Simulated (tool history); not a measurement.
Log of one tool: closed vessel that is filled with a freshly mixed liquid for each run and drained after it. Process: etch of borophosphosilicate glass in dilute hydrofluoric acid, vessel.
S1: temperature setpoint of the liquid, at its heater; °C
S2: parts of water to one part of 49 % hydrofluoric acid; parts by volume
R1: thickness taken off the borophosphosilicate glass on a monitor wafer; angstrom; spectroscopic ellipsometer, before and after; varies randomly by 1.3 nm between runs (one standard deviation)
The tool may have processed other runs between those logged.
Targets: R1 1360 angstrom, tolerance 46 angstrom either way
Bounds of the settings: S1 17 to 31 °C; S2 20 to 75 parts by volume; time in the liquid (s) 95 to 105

run 1 hour=0 | S1=23 S2=45 time_in_the_liquid_(s)=95 | R1=1130.9
run 2 hour=5.4 | S1=23 S2=55 time_in_the_liquid_(s)=95 | R1=925.96
run 3 hour=14.4 | S1=24 S2=55 time_in_the_liquid_(s)=95 | R1=937.28
run 4 hour=17.3 | S1=25 S2=55 time_in_the_liquid_(s)=95 | R1=993.63
run 5 hour=23.2 | S1=26 S2=55 time_in_the_liquid_(s)=95 | R1=1043.7
run 6 hour=24.8 | S1=28 S2=55 time_in_the_liquid_(s)=95 | R1=1118.7
run 7 hour=33.2 | S1=28 S2=55 time_in_the_liquid_(s)=95 | R1=1115.1
run 8 hour=39.6 | S1=28 S2=55 time_in_the_liquid_(s)=95 | R1=1119.1
run 9 hour=47.1 | S1=28.5 S2=55 time_in_the_liquid_(s)=95 | R1=1141.7
run 10 hour=54.5 | S1=29 S2=55 time_in_the_liquid_(s)=95 | R1=1166.6
run 11 hour=57.2 | S1=29.5 S2=55 time_in_the_liquid_(s)=95 | R1=1188.8

5 candidate next runs follow, results not yet known. Just one meets every target within its allowed miss. Identify it.
run A hour=59.9 | S1=29 S2=50 time_in_the_liquid_(s)=100 | R1=?
run B hour=59.9 | S1=29 S2=45 time_in_the_liquid_(s)=100 | R1=?
run C hour=59.9 | S1=29.5 S2=50 time_in_the_liquid_(s)=105 | R1=?
run D hour=59.9 | S1=31 S2=50 time_in_the_liquid_(s)=100 | R1=?
run E hour=59.9 | S1=28.5 S2=45 time_in_the_liquid_(s)=100 | R1=?

move=A R1=1366.8
move=B R1=1530.1
move=C R1=1463.7
move=D R1=1478.4
move=E R1=1500
A: all results in spec
B: moves the result that the last run missed by most past its target, out the other side
C: moves the result that the last run missed by most past its target, out the other side
D: moves the result that the last run missed by most past its target, out the other side
E: moves the result that the last run missed by most past its target, out the other side
Go with A: it meets all targets.
